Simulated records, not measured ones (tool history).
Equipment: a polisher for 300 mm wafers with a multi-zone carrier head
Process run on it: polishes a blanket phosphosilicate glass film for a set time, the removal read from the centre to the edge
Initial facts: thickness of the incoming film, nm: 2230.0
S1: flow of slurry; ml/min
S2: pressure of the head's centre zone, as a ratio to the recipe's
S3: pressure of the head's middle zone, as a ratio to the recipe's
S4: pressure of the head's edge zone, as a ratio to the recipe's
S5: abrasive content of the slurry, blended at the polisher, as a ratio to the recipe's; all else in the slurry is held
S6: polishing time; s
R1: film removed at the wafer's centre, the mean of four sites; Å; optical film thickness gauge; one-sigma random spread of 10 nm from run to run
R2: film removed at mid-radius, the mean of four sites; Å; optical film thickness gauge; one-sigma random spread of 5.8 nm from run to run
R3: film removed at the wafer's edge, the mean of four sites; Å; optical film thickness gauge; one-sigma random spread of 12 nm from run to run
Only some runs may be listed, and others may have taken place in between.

| run | hour | S1 | S2 | S3 | S4 | S5 | S6 | R1 | R2 | R3 |
|---|---|---|---|---|---|---|---|---|---|---|
| 1 | 0.0 | 200 | 1.00 | 1.00 | 1.00 | 1.00 | 85 | 5580.3 | 5671.1 | 5732.7 |
| 2 | 1.8 | 200 | 1.00 | 1.00 | 1.00 | 0.90 | 85 | 5245.8 | 5289.9 | 5302.8 |
| 3 | 8.9 | 210 | 1.04 | 1.02 | 1.03 | 1.00 | 85 | 5944.9 | 5888.1 | 5626.3 |
| 4 | 13.8 | 210 | 1.04 | 1.02 | 1.03 | 1.00 | 74 | 5129.2 | 5021.4 | 5041.5 |
| 5 | 15.6 | 245 | 1.04 | 1.02 | 1.03 | 1.00 | 74 | 5066.2 | 5095.6 | 5079.1 |
| 6 | 21.9 | 245 | 1.06 | 1.01 | 1.05 | 1.10 | 78 | 5976.1 | 5671.1 | 5625.9 |
| 7 | 30.0 | 245 | 1.06 | 1.01 | 1.07 | 1.20 | 80 | 6240.4 | 6079.2 | 6268.7 |
| 8 | 31.7 | 245 | 1.09 | 1.02 | 1.08 | 1.25 | 82 | 6680.5 | 6405.7 | 6504.3 |
| 9 | 35.3 | 250 | 1.11 | 1.02 | 1.09 | 1.30 | 84 | 7155.5 | 6610.4 | 6807.2 |
| 10 | 39.0 | 255 | 1.13 | 1.03 | 1.10 | 1.35 | 85 | 7573.4 | 6979.8 | 6950.2 |

Predict the results of run 11:
| 11 | 40.5 | 260 | 1.14 | 1.03 | 1.11 | 1.40 | 86 | ? | ? | ? |

{"run 11": {"R1": 7853.6, "R2": 7150.1, "R3": 7442.9}}
